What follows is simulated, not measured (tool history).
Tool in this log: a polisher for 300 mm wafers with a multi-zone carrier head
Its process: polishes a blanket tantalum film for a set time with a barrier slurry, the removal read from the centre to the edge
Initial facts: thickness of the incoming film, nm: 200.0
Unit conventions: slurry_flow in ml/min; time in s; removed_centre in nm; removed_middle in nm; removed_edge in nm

run 1 hour=0 | slurry_flow=210 centre_zone=1 middle_zone=1 edge_zone=1 slurry_solids=1 time=65 | removed_centre=77.122 removed_middle=78.033 removed_edge=75.519
run 2 hour=1.5 | slurry_flow=210 centre_zone=1.05 middle_zone=1 edge_zone=1 slurry_solids=1 time=65 | removed_centre=81.689 removed_middle=78.655 removed_edge=76.243
run 3 hour=9.8 | slurry_flow=210 centre_zone=1.03 middle_zone=0.99 edge_zone=0.97 slurry_solids=0.9 time=60 | removed_centre=71.412 removed_middle=69.364 removed_edge=67.253
run 4 hour=17.3 | slurry_flow=210 centre_zone=1.03 middle_zone=0.99 edge_zone=0.97 slurry_solids=0.9 time=71 | removed_centre=84.582 removed_middle=82.564 removed_edge=78.612
run 5 hour=22 | slurry_flow=205 centre_zone=1.02 middle_zone=0.99 edge_zone=0.95 slurry_solids=0.85 time=65 | removed_centre=74.442 removed_middle=74.806 removed_edge=70.603
run 6 hour=23.7 | slurry_flow=205 centre_zone=1.02 middle_zone=0.99 edge_zone=1.01 slurry_solids=0.85 time=65 | removed_centre=74.328 removed_middle=74.241 removed_edge=72.48
run 7 hour=26.6 | slurry_flow=210 centre_zone=1.02 middle_zone=0.99 edge_zone=0.98 slurry_solids=0.8 time=59 | removed_centre=66.11 removed_middle=65.712 removed_edge=64.167
run 8 hour=30.1 | slurry_flow=210 centre_zone=1.02 middle_zone=0.99 edge_zone=0.96 slurry_solids=0.75 time=55 | removed_centre=61.931 removed_middle=60.477 removed_edge=57.455
run 9 hour=36.9 | slurry_flow=215 centre_zone=1 middle_zone=0.98 edge_zone=0.94 slurry_solids=0.7 time=52 | removed_centre=55.927 removed_middle=55.93 removed_edge=53.216
run 10 hour=45 | slurry_flow=220 centre_zone=0.99 middle_zone=0.97 edge_zone=0.92 slurry_solids=0.65 time=50 | removed_centre=51.968 removed_middle=51.763 removed_edge=49.765
run 11 hour=45.5 | slurry_flow=220 centre_zone=0.98 middle_zone=0.97 edge_zone=0.9 slurry_solids=0.6 time=48 | removed_centre=48.248 removed_middle=48.467 removed_edge=45.525
run 12 hour=52 | slurry_flow=220 centre_zone=0.97 middle_zone=0.96 edge_zone=0.89 slurry_solids=0.6 time=47 | removed_centre=46.393 removed_middle=47.325 removed_edge=44.789
run 13 hour=57.4 | slurry_flow=220 centre_zone=0.97 middle_zone=0.96 edge_zone=0.88 slurry_solids=0.6 time=46 | removed_centre=44.995 removed_middle=46.261 removed_edge=43.909
run 14 hour=62.9 | slurry_flow=220 centre_zone=0.97 middle_zone=0.96 edge_zone=0.87 slurry_solids=0.6 time=45 | removed_centre=44.993 removed_middle=44.543 removed_edge=42.588

Forecast run 15:
run 15 hour=68.3 | slurry_flow=215 centre_zone=0.97 middle_zone=0.96 edge_zone=0.86 slurry_solids=0.6 time=45 | removed_centre=? removed_middle=? removed_edge=?

removed_centre: 44.598 nm
removed_middle: 45.383 nm
removed_edge: 41.717 nm
